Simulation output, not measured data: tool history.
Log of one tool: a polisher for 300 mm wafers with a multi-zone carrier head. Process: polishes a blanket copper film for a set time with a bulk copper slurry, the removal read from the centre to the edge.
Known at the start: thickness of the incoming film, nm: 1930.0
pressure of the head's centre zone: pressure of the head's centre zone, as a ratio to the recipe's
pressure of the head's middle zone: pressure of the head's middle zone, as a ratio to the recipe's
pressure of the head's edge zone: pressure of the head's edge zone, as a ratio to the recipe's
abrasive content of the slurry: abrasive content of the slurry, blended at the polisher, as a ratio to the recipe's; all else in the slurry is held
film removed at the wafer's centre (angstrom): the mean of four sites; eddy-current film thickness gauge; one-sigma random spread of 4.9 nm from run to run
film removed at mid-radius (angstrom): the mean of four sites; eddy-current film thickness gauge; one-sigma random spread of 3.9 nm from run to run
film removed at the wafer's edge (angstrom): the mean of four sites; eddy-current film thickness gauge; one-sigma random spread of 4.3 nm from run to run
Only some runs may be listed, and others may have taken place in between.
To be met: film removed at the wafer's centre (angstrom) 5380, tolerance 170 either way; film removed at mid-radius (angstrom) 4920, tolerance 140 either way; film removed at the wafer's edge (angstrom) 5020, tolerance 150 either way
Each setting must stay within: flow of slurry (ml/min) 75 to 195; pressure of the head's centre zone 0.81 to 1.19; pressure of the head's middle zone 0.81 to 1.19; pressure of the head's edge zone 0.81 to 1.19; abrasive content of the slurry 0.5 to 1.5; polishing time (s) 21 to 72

run,hour,flow of slurry (ml/min),pressure of the head's centre zone,pressure of the head's middle zone,pressure of the head's edge zone,abrasive content of the slurry,polishing time (s),film removed at the wafer's centre (angstrom),film removed at mid-radius (angstrom),film removed at the wafer's edge (angstrom)
1,0,125,1,1,1,1,46,4023.1,3945.6,4166.5
2,8.4,125,1,1.06,1,1,46,4045.3,4246.7,4088
3,10.3,125,0.95,1.06,1,1,46,3896.9,4253.7,4052.4
4,17.6,125,0.87,1.06,1,1,46,3519.5,4198,4131.6
5,25.2,95,0.87,1.06,1,1,46,3234.2,3881.7,3885.2
# hour 29.9: worn pad replaced by a new one
6,29.9,95,0.87,1.06,1,1.2,46,3735.9,4563.6,4648.7
7,38.2,105,0.89,1.05,1,1.2,46,4000.1,4661.6,4621.6
8,45.1,110,0.9,1.04,1,1.2,46,4114.7,4632.9,4735.4
9,51.5,115,0.91,1.03,1,1.2,46,4191.9,4762.3,4736.3
10,52.7,120,0.92,1.02,1,1.2,46,4293.1,4702.9,4791.7
11,55.5,125,0.93,1.01,1,1.2,46,4461.3,4704.8,4835.7
12,60.6,160,1,0.98,0.97,1.15,46,4944.9,4824.9,4880.4
13,67.4,170,1.03,0.97,0.97,1.15,46,5160.7,4791.1,4901.7

Consider the 4 candidate settings below. Which is the only one whose results all fall within their allowed miss of target?
A,74.2,110,0.95,0.96,0.98,1.15,52,?,?,?
B,74.2,175,1.02,0.98,0.85,1.25,46,?,?,?
C,74.2,175,1.04,0.96,0.96,1.15,47,?,?,?
D,74.2,165,1.1,1.09,1,1.15,43,?,?,?

move,film removed at the wafer's centre (angstrom),film removed at mid-radius (angstrom),film removed at the wafer's edge (angstrom)
A,4834.4,4927.6,5336.7
B,5247.5,4992.4,4834.2
C,5366.4,4922.1,5128.9
D,5140.4,4949.7,4741.6
A: lands further from the targets than the last run did
B: brings the last run's worst result on target, with another outside its allowed miss
C: each result inside its tolerance
D: lands further from the targets than the last run did
The move that meets every target is C.

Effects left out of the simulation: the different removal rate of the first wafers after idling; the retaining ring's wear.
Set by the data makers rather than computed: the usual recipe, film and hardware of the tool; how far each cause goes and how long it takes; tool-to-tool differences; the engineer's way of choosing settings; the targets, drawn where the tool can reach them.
